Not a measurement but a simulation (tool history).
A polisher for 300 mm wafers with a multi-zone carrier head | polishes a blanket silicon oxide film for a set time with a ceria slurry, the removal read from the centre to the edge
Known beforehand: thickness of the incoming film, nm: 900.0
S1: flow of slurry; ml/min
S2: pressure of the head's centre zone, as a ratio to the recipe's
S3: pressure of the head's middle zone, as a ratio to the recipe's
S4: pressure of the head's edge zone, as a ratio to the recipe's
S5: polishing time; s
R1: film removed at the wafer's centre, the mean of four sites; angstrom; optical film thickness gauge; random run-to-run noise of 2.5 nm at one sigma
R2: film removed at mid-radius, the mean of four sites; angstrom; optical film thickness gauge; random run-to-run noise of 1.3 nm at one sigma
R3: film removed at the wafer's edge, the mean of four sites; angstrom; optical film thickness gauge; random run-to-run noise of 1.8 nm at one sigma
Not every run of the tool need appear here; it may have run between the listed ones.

run 1 hour=0.0 | S1=280 S2=1.00 S3=1.00 S4=1.00 S5=40 | R1=2064.3 R2=2246.5 R3=2297.2
run 2 hour=6.4 | S1=270 S2=1.01 S3=0.99 S4=0.96 S5=40 | R1=2096.0 R2=2198.7 R3=2252.9
run 3 hour=9.4 | S1=260 S2=1.01 S3=0.99 S4=0.92 S5=40 | R1=2109.7 R2=2199.3 R3=2176.3
run 4 hour=10.8 | S1=305 S2=1.01 S3=0.99 S4=0.92 S5=40 | R1=2090.5 R2=2243.9 R3=2197.2
run 5 hour=14.3 | S1=290 S2=1.01 S3=0.98 S4=0.90 S5=40 | R1=2095.9 R2=2243.5 R3=2191.2
run 6 hour=16.1 | S1=270 S2=1.02 S3=0.97 S4=0.88 S5=40 | R1=2129.8 R2=2188.1 R3=2203.1

Run 7 has not been measured yet. What should we expect?
run 7 hour=24.6 | S1=300 S2=1.05 S3=0.98 S4=0.83 S5=37 | R1=? R2=? R3=?

Run 7 measured R1 2034.0 angstrom, R2 2086.8 angstrom, R3 1981.3 angstrom.
